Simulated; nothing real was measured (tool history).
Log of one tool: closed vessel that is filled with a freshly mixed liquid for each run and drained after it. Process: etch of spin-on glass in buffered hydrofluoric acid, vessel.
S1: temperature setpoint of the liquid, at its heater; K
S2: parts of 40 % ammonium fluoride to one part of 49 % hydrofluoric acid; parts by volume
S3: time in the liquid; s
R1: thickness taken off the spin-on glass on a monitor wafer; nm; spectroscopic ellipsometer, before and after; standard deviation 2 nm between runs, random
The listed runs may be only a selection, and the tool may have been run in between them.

{"run": 1, "hour": 0.0, "S1": 295.15, "S2": 9.5, "S3": 95, "R1": 327.2}
{"run": 2, "hour": 2.6, "S1": 294.15, "S2": 9.5, "S3": 95, "R1": 311.45}
{"run": 3, "hour": 3.4, "S1": 292.65, "S2": 9.5, "S3": 95, "R1": 281.62}
{"run": 4, "hour": 4.7, "S1": 292.65, "S2": 9.5, "S3": 100, "R1": 302.28}
{"run": 5, "hour": 7.1, "S1": 292.15, "S2": 10.0, "S3": 100, "R1": 284.72}
{"run": 6, "hour": 11.3, "S1": 291.65, "S2": 10.5, "S3": 100, "R1": 258.8}
{"run": 7, "hour": 14.0, "S1": 290.65, "S2": 11.0, "S3": 100, "R1": 233.95}

Predict the results of run 8:
{"run": 8, "hour": 16.8, "S1": 290.15, "S2": 11.0, "S3": 100, "R1": "?"}

Run 8 produced R1 227.78 nm.
